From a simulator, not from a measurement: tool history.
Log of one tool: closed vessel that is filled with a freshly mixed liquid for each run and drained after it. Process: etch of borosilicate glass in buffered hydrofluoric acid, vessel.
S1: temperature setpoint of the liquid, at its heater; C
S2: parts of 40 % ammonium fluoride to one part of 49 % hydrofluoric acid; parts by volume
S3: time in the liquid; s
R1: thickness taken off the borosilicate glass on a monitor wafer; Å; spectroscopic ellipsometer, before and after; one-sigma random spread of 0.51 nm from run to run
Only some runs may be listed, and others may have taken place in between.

run	hour	S1	S2	S3	R1
1	0.0	23.0	22.0	95	478.60
2	7.9	24.5	21.0	95	524.01
3	13.3	25.5	20.0	95	586.18
4	15.4	26.5	19.5	95	622.23
5	19.3	27.0	19.0	95	656.98
6	24.3	27.0	19.0	100	687.89
7	27.6	27.5	18.5	100	711.96
8	30.7	28.0	18.0	100	749.00
9	35.7	28.5	18.0	100	764.36
10	41.4	29.0	18.0	100	790.65
11	46.5	29.5	18.0	100	818.67
12	50.0	30.5	18.0	100	856.90

For run 13, what comes out?
# hour 54.8: hydrofluoric acid flow meter replaced
13	54.8	31.0	18.0	100	?

Logged for run 13: R1 968.92 Å.
